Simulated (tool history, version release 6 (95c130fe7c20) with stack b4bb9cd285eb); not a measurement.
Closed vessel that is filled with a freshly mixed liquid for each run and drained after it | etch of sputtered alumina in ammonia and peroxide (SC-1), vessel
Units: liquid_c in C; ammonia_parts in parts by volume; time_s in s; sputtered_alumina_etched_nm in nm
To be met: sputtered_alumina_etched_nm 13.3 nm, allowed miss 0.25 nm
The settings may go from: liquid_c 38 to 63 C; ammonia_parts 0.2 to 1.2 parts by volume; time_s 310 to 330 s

run	day	liquid_c	ammonia_parts	time_s	sputtered_alumina_etched_nm
1	0	47	0.7	310	17.565
2	0.167	46	0.7	310	16.548
3	0.408	45.5	0.7	310	16.122
4	0.762	45.5	0.9	310	16.523
5	1.067	45	0.9	310	16.002
6	1.371	45	0.9	330	17.042
7	1.467	44.5	0.9	330	16.556
8	1.671	44	0.9	330	16.099
9	1.908	43.5	0.9	330	15.692
10	2.221	43	0.9	330	15.283
11	2.483	42.5	0.9	330	14.867
12	2.846	42	0.9	330	14.322
13	2.912	41.5	0.9	330	13.944

5 next moves are on the table. One of them brings every result within its allowed miss. Which?
A	2.979	40.5	1.2	325	?
B	2.979	42.5	0.9	310	?
C	2.979	42.5	0.9	325	?
D	2.979	42.5	0.85	330	?
E	2.979	42.5	0.95	320	?

move	sputtered_alumina_etched_nm
A	13.355
B	13.927
C	14.601
D	14.745
E	14.451
A: meets every target
B: as far off as the last run
C: further off than the last run
D: further off than the last run
E: further off than the last run
Answer: A
